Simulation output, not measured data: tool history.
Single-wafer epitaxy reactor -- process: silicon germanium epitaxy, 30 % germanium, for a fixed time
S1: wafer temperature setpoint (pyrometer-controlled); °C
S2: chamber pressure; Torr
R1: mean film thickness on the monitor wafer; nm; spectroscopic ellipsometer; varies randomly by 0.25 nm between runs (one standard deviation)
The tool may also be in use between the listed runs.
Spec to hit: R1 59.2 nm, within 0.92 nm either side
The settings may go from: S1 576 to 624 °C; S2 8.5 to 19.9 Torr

run	hour	S1	S2	R1
1	0	600	14.2	51.864
2	5.2	602	14.2	53.439
3	11.1	604	14.2	55.202
4	19.8	596	14.2	48.209
5	26.7	588	14.2	42.512
6	34.5	593	14.3	46.196
7	41.7	593	14.3	46.389
# hour 46.3: pyrometer calibrated
8	46.3	605	14.4	53.698
9	50.3	607	14.4	55.546
10	54.6	607	14.4	55.68
11	56	608	14.4	56.86
12	62.8	609	14.4	57.51

Below are 5 possible settings for the next run. Only one of them brings all results inside the allowed miss of their targets. Which is it?
A	69.6	614	14	?
B	69.6	604	15.2	?
C	69.6	609	13.7	?
D	69.6	611	15.6	?
E	69.6	616	11.1	?

move	R1
A	61.608
B	53.955
C	56.582
D	60.767
E	59.356
A: pushes the last run's worst result past its target
B: the biggest miss grows against the last run
C: the biggest miss grows against the last run
D: pushes the last run's worst result past its target
E: every result lands within tolerance
Correct choice: E, which meets every target
